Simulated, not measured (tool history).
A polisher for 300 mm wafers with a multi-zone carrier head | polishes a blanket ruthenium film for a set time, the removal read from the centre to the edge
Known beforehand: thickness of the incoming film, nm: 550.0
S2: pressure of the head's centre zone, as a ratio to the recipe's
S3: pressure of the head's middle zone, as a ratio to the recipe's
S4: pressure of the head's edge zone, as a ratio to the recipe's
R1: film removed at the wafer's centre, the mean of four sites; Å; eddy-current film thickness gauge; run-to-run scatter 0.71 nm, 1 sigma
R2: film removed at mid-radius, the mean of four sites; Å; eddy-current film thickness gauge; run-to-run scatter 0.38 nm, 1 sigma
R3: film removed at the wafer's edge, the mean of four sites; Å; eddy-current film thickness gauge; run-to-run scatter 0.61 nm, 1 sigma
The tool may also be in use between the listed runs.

run 1 hour=0.0 | flow_of_slurry_(ml/min)=260 S2=1.00 S3=1.00 S4=1.00 polishing_time_(s)=35 | R1=434.93 R2=426.31 R3=440.95
run 2 hour=7.8 | flow_of_slurry_(ml/min)=300 S2=1.00 S3=1.00 S4=1.00 polishing_time_(s)=35 | R1=443.65 R2=427.97 R3=446.48
run 3 hour=14.0 | flow_of_slurry_(ml/min)=300 S2=1.06 S3=1.00 S4=1.00 polishing_time_(s)=35 | R1=471.95 R2=432.54 R3=445.43
run 4 hour=22.2 | flow_of_slurry_(ml/min)=310 S2=1.04 S3=1.01 S4=1.06 polishing_time_(s)=39 | R1=515.32 R2=484.15 R3=514.52
run 5 hour=27.0 | flow_of_slurry_(ml/min)=315 S2=1.03 S3=1.02 S4=1.10 polishing_time_(s)=42 | R1=552.68 R2=526.74 R3=564.90
run 6 hour=35.6 | flow_of_slurry_(ml/min)=320 S2=1.02 S3=1.02 S4=1.13 polishing_time_(s)=44 | R1=572.52 R2=553.58 R3=601.57
run 7 hour=37.0 | flow_of_slurry_(ml/min)=320 S2=1.02 S3=1.02 S4=1.13 polishing_time_(s)=44 | R1=570.00 R2=557.64 R3=600.77

Run 8 comes next. What will it give?
run 8 hour=40.5 | flow_of_slurry_(ml/min)=325 S2=1.02 S3=1.02 S4=1.15 polishing_time_(s)=45 | R1=? R2=? R3=?

Run 8 gave R1 589.03 Å, R2 561.19 Å, R3 622.72 Å.

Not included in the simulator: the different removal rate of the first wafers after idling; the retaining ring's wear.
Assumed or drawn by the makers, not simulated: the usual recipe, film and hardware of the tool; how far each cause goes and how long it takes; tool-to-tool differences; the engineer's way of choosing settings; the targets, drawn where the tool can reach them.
